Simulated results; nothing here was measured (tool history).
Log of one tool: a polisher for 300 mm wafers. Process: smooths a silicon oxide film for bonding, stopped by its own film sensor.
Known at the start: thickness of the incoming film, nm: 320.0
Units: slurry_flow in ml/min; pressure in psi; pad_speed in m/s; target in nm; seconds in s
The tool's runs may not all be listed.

run,hour,slurry_flow,pressure,pad_speed,slurry_solids,target,seconds
1,0.0,235,2.4,1.08,1.0,220,120.77
2,8.7,235,2.2,1.06,1.0,220,133.00
3,10.1,235,2.2,1.06,0.8,220,143.59
4,11.9,235,2.1,1.04,0.8,220,148.96
5,19.0,235,1.9,1.04,0.8,220,164.74
6,22.5,235,2.4,1.04,0.8,220,132.45

Forecast run 7:
7,25.3,235,2.2,1.02,0.8,220,?

{"run 7": {"seconds": 143.21}}
